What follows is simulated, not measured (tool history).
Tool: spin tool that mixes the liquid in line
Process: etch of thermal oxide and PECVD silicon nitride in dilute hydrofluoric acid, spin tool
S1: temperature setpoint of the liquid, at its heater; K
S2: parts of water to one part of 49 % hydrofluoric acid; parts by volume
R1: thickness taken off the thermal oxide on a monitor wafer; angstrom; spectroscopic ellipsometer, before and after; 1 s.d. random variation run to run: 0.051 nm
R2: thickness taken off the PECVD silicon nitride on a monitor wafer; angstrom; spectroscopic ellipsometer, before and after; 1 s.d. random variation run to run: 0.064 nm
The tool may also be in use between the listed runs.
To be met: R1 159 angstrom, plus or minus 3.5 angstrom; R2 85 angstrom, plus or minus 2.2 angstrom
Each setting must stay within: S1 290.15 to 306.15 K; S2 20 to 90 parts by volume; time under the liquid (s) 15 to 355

run 1 hour=0 | S1=298.15 S2=50 time_under_the_liquid_(s)=180 | R1=185.77 R2=98.549
run 2 hour=1.3 | S1=298.15 S2=55 time_under_the_liquid_(s)=180 | R1=168.58 R2=89.536
run 3 hour=6.5 | S1=299.65 S2=55 time_under_the_liquid_(s)=180 | R1=180.02 R2=98.627
run 4 hour=12.7 | S1=299.15 S2=55 time_under_the_liquid_(s)=180 | R1=175.97 R2=97.152
run 5 hour=21.4 | S1=302.65 S2=55 time_under_the_liquid_(s)=180 | R1=202.03 R2=121.51
run 6 hour=22.1 | S1=302.65 S2=40 time_under_the_liquid_(s)=180 | R1=283.97 R2=166.73
run 7 hour=25.6 | S1=301.15 S2=45 time_under_the_liquid_(s)=180 | R1=235.47 R2=133.46
run 8 hour=32.7 | S1=300.15 S2=50 time_under_the_liquid_(s)=180 | R1=203.32 R2=113.36
run 9 hour=40.1 | S1=299.65 S2=50 time_under_the_liquid_(s)=180 | R1=199.11 R2=108.98
run 10 hour=42 | S1=297.65 S2=60 time_under_the_liquid_(s)=185 | R1=155.08 R2=81.19

Which single option among these 5 for the next run brings every result within its allowed miss of target? Just one does.
run A hour=43.9 | S1=302.15 S2=55 time_under_the_liquid_(s)=140 | R1=? R2=?
run B hour=43.9 | S1=297.15 S2=75 time_under_the_liquid_(s)=245 | R1=? R2=?
run C hour=43.9 | S1=301.15 S2=55 time_under_the_liquid_(s)=140 | R1=? R2=?
run D hour=43.9 | S1=302.65 S2=65 time_under_the_liquid_(s)=160 | R1=? R2=?
run E hour=43.9 | S1=299.65 S2=65 time_under_the_liquid_(s)=190 | R1=? R2=?

move=A R1=154.21 R2=90.913
move=B R1=157.74 R2=84.322
move=C R1=148.23 R2=85.188
move=D R1=149.83 R2=90.915
move=E R1=158.11 R2=88.852
A: the result that was furthest off in the last run now lies on the other side of its target
B: all results in spec
C: meets the target for the result that was furthest off, but another lies outside its allowed miss
D: the result that was furthest off in the last run now lies on the other side of its target
E: the result that was furthest off in the last run now lies on the other side of its target
B meets every target.
